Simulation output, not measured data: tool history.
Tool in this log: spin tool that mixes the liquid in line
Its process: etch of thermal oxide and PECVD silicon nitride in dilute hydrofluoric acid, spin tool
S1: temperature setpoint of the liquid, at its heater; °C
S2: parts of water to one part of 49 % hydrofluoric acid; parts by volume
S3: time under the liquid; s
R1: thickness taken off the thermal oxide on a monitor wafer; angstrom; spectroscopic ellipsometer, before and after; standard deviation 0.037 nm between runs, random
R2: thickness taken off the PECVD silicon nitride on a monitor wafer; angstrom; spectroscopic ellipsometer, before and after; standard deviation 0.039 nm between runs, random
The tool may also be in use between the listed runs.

run,hour,S1,S2,S3,R1,R2
1,0.0,20.0,235,180,24.786,23.247
2,5.4,22.5,235,180,27.252,26.881
3,7.9,22.5,300,180,20.296,21.537
4,11.0,22.5,235,180,27.500,27.499
5,14.7,22.0,220,175,28.587,27.296
# hour 19.0: hydrofluoric acid flow meter replaced
6,19.0,23.0,220,175,31.500,30.944
7,27.1,20.5,150,155,41.172,33.264
8,32.6,20.5,160,160,38.152,32.839

Run 9, settings as shown, results not yet in. Your forecast:
9,38.5,20.5,165,160,?,?

R1: 37.882 angstrom
R2: 31.985 angstrom

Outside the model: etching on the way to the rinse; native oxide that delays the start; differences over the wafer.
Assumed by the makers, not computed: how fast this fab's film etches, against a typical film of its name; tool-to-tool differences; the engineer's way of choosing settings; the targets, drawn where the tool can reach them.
